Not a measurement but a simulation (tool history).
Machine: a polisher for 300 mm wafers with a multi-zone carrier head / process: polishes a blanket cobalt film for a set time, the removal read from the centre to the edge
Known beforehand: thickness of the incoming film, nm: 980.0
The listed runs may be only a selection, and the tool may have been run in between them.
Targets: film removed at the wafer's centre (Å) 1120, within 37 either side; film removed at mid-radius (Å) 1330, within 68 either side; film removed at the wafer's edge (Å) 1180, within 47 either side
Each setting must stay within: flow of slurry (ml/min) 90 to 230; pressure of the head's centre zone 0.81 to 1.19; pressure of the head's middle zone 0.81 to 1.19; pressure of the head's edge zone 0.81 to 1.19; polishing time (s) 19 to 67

run,hour,flow of slurry (ml/min),pressure of the head's centre zone,pressure of the head's middle zone,pressure of the head's edge zone,polishing time (s),film removed at the wafer's centre (Å),film removed at mid-radius (Å),film removed at the wafer's edge (Å)
1,0,150,1,1,1,43,1220.2,1205.7,1276.6
2,4.2,150,0.93,1,1,43,1139.1,1234.7,1304.1
3,8,150,0.93,1.02,0.98,43,1120.9,1268.3,1269.7
4,12.1,150,0.93,1.03,0.97,43,1124.8,1241.3,1300.6
5,16.6,150,0.93,1.03,0.97,36,944.74,1022.7,1072.4
6,23.3,160,0.94,1.06,0.96,37,992.49,1126,1094.4
# hour 29.8: slurry nozzle cleaned
7,29.8,200,0.98,1.11,1.01,38,1192,1286.1,1238.6
8,31.4,195,0.98,1.12,1,38,1185.1,1350.4,1211.7
9,35.7,190,0.98,1.12,1,38,1187.6,1327.7,1238.5

4 candidate next runs follow, results not yet known. Just one meets every target within its allowed miss. Identify it.
A,40,200,0.97,1.18,0.99,36,?,?,?
B,40,195,0.9,1.07,1.06,39,?,?,?
C,40,230,1.05,1.16,1,36,?,?,?
D,40,230,1.07,1.11,0.94,34,?,?,?

move,film removed at the wafer's centre (Å),film removed at mid-radius (Å),film removed at the wafer's edge (Å)
A,1124.4,1316.8,1145.8
B,1123.8,1306.8,1273
C,1244.4,1322.3,1167.3
D,1197.4,1202.4,1077.7
A: all results in spec
B: brings the last run's worst result on target, with another outside its allowed miss
C: its largest miss is bigger than the last run's
D: its largest miss is bigger than the last run's
Go with A: it meets all targets.
